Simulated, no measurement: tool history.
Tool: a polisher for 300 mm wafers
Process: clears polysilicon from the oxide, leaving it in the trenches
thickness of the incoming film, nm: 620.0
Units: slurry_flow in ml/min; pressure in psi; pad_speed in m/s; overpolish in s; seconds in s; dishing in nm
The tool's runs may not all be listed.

run  hour  slurry_flow  pressure  pad_speed  overpolish  seconds  dishing
  1   0.0          195       2.5       1.08          17   38.240   52.543
  2   6.9          235       2.5       1.08          17   36.350   53.055
  3  13.2          210       2.3       1.08          14   41.499   53.079
  4  18.3          210       2.3       1.22          14   36.809   53.472
  5  26.9          190       2.4       1.06          18   39.584   52.985
  6  31.4          190       2.4       1.06          11   40.322   51.172
  7  36.8          175       2.5       0.92          10   42.315   50.219
  8  38.0          160       2.5       0.82           9   46.073   48.238
  9  39.2          150       2.5       0.74           8   50.928   45.293
 10  45.7          140       2.5       0.68           7   53.947   43.353

Forecast run 11:
 11  46.7          135       2.5       0.64           7        ?        ?

seconds: 56.497 s
dishing: 42.638 nm

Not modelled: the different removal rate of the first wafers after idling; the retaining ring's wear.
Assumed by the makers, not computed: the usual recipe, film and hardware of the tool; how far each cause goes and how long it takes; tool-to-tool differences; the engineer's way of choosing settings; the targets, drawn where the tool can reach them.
